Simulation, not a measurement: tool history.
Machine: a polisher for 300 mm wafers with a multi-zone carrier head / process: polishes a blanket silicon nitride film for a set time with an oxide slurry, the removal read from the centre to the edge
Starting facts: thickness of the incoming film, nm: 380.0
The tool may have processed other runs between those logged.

| run | hour | flow of slurry (ml/min) | pressure of the head's centre zone | pressure of the head's middle zone | pressure of the head's edge zone | abrasive content of the slurry | polishing time (s) | film removed at the wafer's centre (Å) | film removed at mid-radius (Å) | film removed at the wafer's edge (Å) |
|---|---|---|---|---|---|---|---|---|---|---|
| 1 | 0 | 315 | 1 | 1 | 1 | 1 | 43 | 412.88 | 426.83 | 425.42 |
| 2 | 6.4 | 315 | 1.02 | 0.97 | 0.99 | 0.9 | 41 | 378.72 | 379.68 | 391.34 |
| 3 | 8.3 | 320 | 1.05 | 0.95 | 0.97 | 0.85 | 40 | 395.35 | 348.83 | 368.46 |
| 4 | 10.6 | 320 | 1.05 | 0.93 | 0.96 | 0.8 | 39 | 368.72 | 333.71 | 354.08 |
| 5 | 18.6 | 255 | 1.05 | 0.93 | 0.96 | 0.8 | 39 | 362.74 | 324.59 | 347.49 |
| 6 | 20.8 | 255 | 1.09 | 0.93 | 0.96 | 0.8 | 39 | 383.13 | 321.93 | 343.17 |
| 7 | 28.7 | 255 | 1.09 | 0.92 | 0.96 | 0.75 | 38 | 362.99 | 313.11 | 328.59 |
| 8 | 30.7 | 260 | 1.09 | 0.9 | 0.96 | 0.7 | 37 | 343.19 | 293.4 | 322.04 |
| 9 | 32.6 | 260 | 1.1 | 0.89 | 0.95 | 0.65 | 36 | 330.14 | 273.53 | 300.75 |
| 10 | 36.4 | 260 | 1.1 | 0.89 | 0.95 | 0.65 | 36 | 330.33 | 274.48 | 302.07 |
| 11 | 38.2 | 260 | 1.1 | 0.88 | 0.94 | 0.65 | 36 | 322.58 | 270.72 | 292.68 |
| 12 | 44.4 | 260 | 1.11 | 0.87 | 0.94 | 0.65 | 36 | 323.19 | 269.5 | 298.13 |

The next listed run, before its measurement:
| 13 | 50.3 | 260 | 1.12 | 0.86 | 0.94 | 0.65 | 36 | ? | ? | ? |

Run 13 came out at film removed at the wafer's centre (Å) 327.12, film removed at mid-radius (Å) 264.81, film removed at the wafer's edge (Å) 295.13.

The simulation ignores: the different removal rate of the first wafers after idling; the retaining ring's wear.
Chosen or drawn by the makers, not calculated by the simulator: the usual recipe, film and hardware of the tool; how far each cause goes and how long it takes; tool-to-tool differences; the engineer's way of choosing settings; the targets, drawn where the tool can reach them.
